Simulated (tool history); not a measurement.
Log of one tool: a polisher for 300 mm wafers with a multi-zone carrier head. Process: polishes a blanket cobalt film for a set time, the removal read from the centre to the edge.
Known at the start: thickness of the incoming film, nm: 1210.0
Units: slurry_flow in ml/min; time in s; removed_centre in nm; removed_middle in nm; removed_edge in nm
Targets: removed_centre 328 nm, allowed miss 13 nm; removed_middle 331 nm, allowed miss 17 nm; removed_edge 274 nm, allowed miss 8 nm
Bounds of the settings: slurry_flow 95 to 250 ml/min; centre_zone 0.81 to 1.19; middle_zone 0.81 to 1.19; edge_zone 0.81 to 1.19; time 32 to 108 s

run  hour  slurry_flow  centre_zone  middle_zone  edge_zone  time  removed_centre  removed_middle  removed_edge
  1     0          160            1            1          1    70          241.82          236.34         247.6
  2     3          160            1            1          1    83          285.76          291.03        295.54
  3   7.6          160            1         1.08          1    83          285.49          310.51        292.23
  4   9.9          165         1.02         1.09       0.98    83           288.9          319.69        291.14
  5  14.8          165         1.02         1.09       0.95    83          292.41          310.15         290.4
  6  16.8          170         1.05         1.11       0.95    82          302.08          313.77        279.74
  7    24          175         1.06         1.12       0.95    82          298.22          309.79        282.64
  8    28          170         1.07         1.13       0.93    83          311.25          327.32        287.13
  9  36.8          170         1.08         1.14       0.92    83          316.29          326.76        283.54

4 next moves are on the table. One of them brings every result within its allowed miss. Which?
  A  45.6          225         1.14         1.17       0.88    80               ?               ?             ?
  B  45.6          160         1.19         1.12       0.91    78               ?               ?             ?
  C  45.6          175         1.11         0.98       0.97    87               ?               ?             ?
  D  45.6          185          1.1         1.02       0.91    88               ?               ?             ?

move  removed_centre  removed_middle  removed_edge
   A          323.39          334.93        280.56
   B          307.89          297.88        267.08
   C          329.11          301.49        311.15
   D          333.87          318.41        307.38
A: meets every target
B: brings the result that was furthest off to its target, and leaves another outside
C: further off than the last run
D: further off than the last run
The right move is A.
